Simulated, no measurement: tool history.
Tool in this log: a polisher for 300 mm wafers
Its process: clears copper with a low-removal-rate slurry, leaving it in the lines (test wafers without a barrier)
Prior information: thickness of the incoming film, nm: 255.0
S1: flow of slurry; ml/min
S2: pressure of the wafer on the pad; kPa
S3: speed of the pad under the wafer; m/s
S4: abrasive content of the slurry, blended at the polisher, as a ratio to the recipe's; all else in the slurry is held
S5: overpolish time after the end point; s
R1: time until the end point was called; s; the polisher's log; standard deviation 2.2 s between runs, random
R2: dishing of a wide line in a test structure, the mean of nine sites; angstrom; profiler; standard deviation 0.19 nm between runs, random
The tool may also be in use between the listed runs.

| run | hour | S1 | S2 | S3 | S4 | S5 | R1 | R2 |
|---|---|---|---|---|---|---|---|---|
| 1 | 0.0 | 260 | 20.0 | 1.04 | 1.00 | 28 | 107.88 | 492.60 |
| 2 | 2.9 | 260 | 16.5 | 1.06 | 1.00 | 22 | 124.32 | 348.62 |
| 3 | 10.9 | 205 | 16.5 | 1.06 | 1.00 | 22 | 133.28 | 341.24 |
| 4 | 13.5 | 265 | 14.5 | 1.06 | 0.95 | 18 | 143.91 | 253.58 |
| 5 | 14.7 | 265 | 14.5 | 1.06 | 0.85 | 18 | 146.09 | 253.96 |
| 6 | 22.6 | 305 | 13.1 | 1.14 | 0.75 | 15 | 155.45 | 209.24 |
| 7 | 30.1 | 335 | 11.7 | 1.26 | 0.65 | 13 | 159.28 | 172.96 |

Estimate the outcome of run 8 from the log above:
| 8 | 35.8 | 355 | 11.7 | 1.36 | 0.60 | 11 | ? | ? |

R1: 157.26 s
R2: 155.83 angstrom

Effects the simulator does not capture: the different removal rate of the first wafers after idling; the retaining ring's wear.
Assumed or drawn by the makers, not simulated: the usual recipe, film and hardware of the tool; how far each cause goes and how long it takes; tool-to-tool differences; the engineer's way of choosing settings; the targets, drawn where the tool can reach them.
